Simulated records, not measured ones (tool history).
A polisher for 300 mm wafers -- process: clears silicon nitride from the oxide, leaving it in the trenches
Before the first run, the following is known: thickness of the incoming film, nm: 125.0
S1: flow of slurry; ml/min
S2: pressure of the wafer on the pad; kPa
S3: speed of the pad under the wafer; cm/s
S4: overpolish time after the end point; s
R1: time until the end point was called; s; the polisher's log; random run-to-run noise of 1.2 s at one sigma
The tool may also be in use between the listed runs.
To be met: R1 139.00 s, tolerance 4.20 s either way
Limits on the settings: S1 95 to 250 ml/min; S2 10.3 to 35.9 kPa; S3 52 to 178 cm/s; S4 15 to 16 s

run	hour	S1	S2	S3	S4	R1
1	0.0	160	22.8	114	15	116.48
2	1.5	155	22.1	114	15	121.65
3	8.9	155	22.1	128	15	108.41
4	15.0	150	20.7	128	15	115.35
5	16.5	145	20.0	128	15	119.22
6	24.9	140	19.3	128	15	122.40
7	26.8	140	18.6	128	15	128.15
8	28.3	140	17.9	128	15	131.97

Next run, 5 choices. One meets every target within its allowed miss, the rest don't. Which?
A	29.8	185	13.8	144	16	?
B	29.8	105	14.5	144	15	?
C	29.8	125	17.2	148	16	?
D	29.8	120	14.5	138	16	?
E	29.8	135	13.8	144	15	?

move	R1
A	139.06
B	150.54
C	120.92
D	151.44
E	147.21
A: in spec on every target
B: pushes the last run's worst result past its target
C: the biggest miss grows against the last run
D: pushes the last run's worst result past its target
E: pushes the last run's worst result past its target
Answer: A

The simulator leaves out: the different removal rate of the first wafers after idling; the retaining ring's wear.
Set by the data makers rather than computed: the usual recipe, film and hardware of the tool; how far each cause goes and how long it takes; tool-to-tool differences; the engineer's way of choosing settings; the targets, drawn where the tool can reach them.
